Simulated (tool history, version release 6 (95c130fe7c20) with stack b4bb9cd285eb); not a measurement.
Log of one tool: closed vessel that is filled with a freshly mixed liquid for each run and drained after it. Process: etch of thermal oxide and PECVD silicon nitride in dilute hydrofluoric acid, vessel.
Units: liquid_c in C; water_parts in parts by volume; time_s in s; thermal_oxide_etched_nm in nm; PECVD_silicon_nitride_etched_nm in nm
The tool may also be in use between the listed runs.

| run | hour | liquid_c | water_parts | time_s | thermal_oxide_etched_nm | PECVD_silicon_nitride_etched_nm |
|---|---|---|---|---|---|---|
| 1 | 0 | 25 | 65 | 70 | 5.8406 | 3.402 |
| 2 | 2.3 | 25 | 65 | 60 | 5.0959 | 2.8747 |
| 3 | 11.2 | 23.5 | 65 | 60 | 4.7411 | 2.6451 |
| 4 | 15 | 23.5 | 65 | 35 | 2.7888 | 1.5349 |
| 5 | 22.9 | 23.5 | 50 | 35 | 3.6348 | 2.0007 |
| 6 | 24.2 | 24 | 45 | 35 | 4.2193 | 2.2492 |
| 7 | 27.4 | 25 | 45 | 35 | 4.425 | 2.4041 |
| 8 | 30.6 | 26 | 45 | 35 | 4.5782 | 2.5758 |
| 9 | 38.5 | 26.5 | 40 | 35 | 5.2203 | 3.054 |
| 10 | 46 | 26.5 | 40 | 35 | 5.2882 | 3.0058 |
| 11 | 49.1 | 27 | 40 | 35 | 5.3661 | 3.1489 |
| 12 | 54.6 | 27 | 40 | 35 | 5.3746 | 3.1275 |

Forecast run 13:
| 13 | 60.9 | 27 | 35 | 35 | ? | ? |

Run 13 gave thermal_oxide_etched_nm 6.2028 nm, PECVD_silicon_nitride_etched_nm 3.5778 nm.

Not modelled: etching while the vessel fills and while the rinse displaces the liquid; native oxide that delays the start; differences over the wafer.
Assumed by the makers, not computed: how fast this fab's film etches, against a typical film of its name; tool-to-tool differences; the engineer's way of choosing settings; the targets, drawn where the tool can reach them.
